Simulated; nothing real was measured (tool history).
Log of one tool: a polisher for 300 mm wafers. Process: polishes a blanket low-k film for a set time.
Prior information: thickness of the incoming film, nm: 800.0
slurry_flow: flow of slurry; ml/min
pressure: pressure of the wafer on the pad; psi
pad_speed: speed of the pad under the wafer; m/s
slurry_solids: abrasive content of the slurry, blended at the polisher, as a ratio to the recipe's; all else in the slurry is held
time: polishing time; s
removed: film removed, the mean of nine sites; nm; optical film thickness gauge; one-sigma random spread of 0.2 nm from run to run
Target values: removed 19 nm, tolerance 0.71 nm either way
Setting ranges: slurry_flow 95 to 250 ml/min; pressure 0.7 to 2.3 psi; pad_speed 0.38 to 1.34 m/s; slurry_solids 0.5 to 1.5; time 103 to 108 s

run,day,slurry_flow,pressure,pad_speed,slurry_solids,time,removed
1,0,160,1.5,0.86,1,103,34.174
2,0.342,160,1.5,0.86,1,108,35.612
3,0.688,160,1.5,0.86,0.9,108,33.08
4,0.717,135,1.5,0.86,0.9,108,32.105
5,0.775,130,1.4,0.86,0.9,108,29.798
6,0.958,145,1.4,0.86,0.9,108,30.505
7,1.096,140,1.3,0.86,0.9,108,28.679
8,1.429,135,1.2,0.86,0.9,108,26.542
9,1.717,130,1.1,0.86,0.9,108,24.838
10,1.942,130,1.1,0.86,0.9,108,24.827
11,2.217,130,1,0.86,0.9,108,22.616
12,2.321,125,0.9,0.86,0.9,108,20.534
13,2.471,120,0.9,0.86,0.9,108,20.746

Next run, 5 choices. One meets every target within its allowed miss, the rest don't. Which?
A,2.621,120,0.8,1.1,0.85,107,?
B,2.621,95,0.8,0.96,0.9,104,?
C,2.621,125,1,1.02,0.85,108,?
D,2.621,140,1,0.68,0.8,108,?
E,2.621,140,1.1,0.52,1,108,?

move,removed
A,20.487
B,18.01
C,23.763
D,19.115
E,21.196
A: closer than the last run, but not yet in spec
B: pushes the last run's worst result past its target
C: moves away from the targets compared with the last run
D: in spec on every target
E: moves away from the targets compared with the last run
Answer: D
